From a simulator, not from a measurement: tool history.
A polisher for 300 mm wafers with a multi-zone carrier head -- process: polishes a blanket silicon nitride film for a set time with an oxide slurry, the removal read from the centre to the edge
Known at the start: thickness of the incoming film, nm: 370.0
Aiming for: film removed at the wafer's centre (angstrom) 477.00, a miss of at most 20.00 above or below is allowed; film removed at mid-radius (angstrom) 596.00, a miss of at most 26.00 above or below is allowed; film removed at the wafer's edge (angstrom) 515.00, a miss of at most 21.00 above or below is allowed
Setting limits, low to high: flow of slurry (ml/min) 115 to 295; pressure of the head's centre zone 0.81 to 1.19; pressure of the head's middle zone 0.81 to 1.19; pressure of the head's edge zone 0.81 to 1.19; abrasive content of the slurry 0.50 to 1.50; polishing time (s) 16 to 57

run    day  flow of slurry (ml/min)  pressure of the head's centre zone  pressure of the head's middle zone  pressure of the head's edge zone  abrasive content of the slurry  polishing time (s)  film removed at the wafer's centre (angstrom)  film removed at mid-radius (angstrom)  film removed at the wafer's edge (angstrom)
  1  0.000                      190                                1.00                                1.00                              1.00                            1.00                  36                                         370.69                                 381.33                                       365.12
  2  0.088                      145                                1.00                                1.00                              1.00                            1.00                  36                                         353.12                                 362.95                                       346.13
  3  0.292                      120                                1.00                                1.00                              1.00                            1.00                  36                                         337.85                                 344.12                                       333.70
  4  0.450                      150                                0.99                                1.04                              1.03                            1.10                  36                                         367.07                                 405.68                                       369.62
  5  0.625                      150                                0.94                                1.04                              1.03                            1.10                  36                                         351.33                                 400.37                                       369.56
  6  0.921                      150                                0.94                                1.04                              1.03                            1.00                  36                                         331.94                                 377.21                                       357.13
  7  1.279                      170                                0.95                                1.06                              1.07                            1.05                  36                                         362.74                                 399.19                                       380.36
  8  1.625                      170                                0.95                                1.06                              1.07                            1.05                  36                                         351.97                                 410.91                                       372.18
  9  1.692                      185                                0.94                                1.06                              1.08                            1.15                  36                                         372.27                                 421.81                                       400.40
 10  1.821                      195                                0.94                                1.09                              1.09                            1.25                  36                                         392.05                                 461.85                                       426.29

Which single option among these 5 for the next run brings every result within its allowed miss of target? Just one does.
  A  1.950                      165                                0.81                                1.09                              1.10                            1.25                  32                                              ?                                      ?                                            ?
  B  1.950                      230                                0.93                                1.16                              1.09                            1.35                  42                                              ?                                      ?                                            ?
  C  1.950                      230                                1.10                                0.88                              1.11                            1.25                  28                                              ?                                      ?                                            ?
  D  1.950                      185                                0.95                                1.11                              1.12                            1.45                  40                                              ?                                      ?                                            ?
  E  1.950                      190                                0.88                                0.89                              1.19                            1.15                  31                                              ?                                      ?                                            ?

move  film removed at the wafer's centre (angstrom)  film removed at mid-radius (angstrom)  film removed at the wafer's edge (angstrom)
   A                                         289.28                                 386.74                                       364.88
   B                                         478.08                                 582.21                                       511.23
   C                                         364.75                                 297.26                                       334.29
   D                                         461.57                                 531.83                                       496.17
   E                                         301.29                                 311.68                                       362.04
A: its largest miss is bigger than the last run's
B: all results land within tolerance of their targets
C: its largest miss is bigger than the last run's
D: closes in on the targets versus the last run, not all within tolerance yet
E: its largest miss is bigger than the last run's
So the answer is move B, the one that meets all the targets.
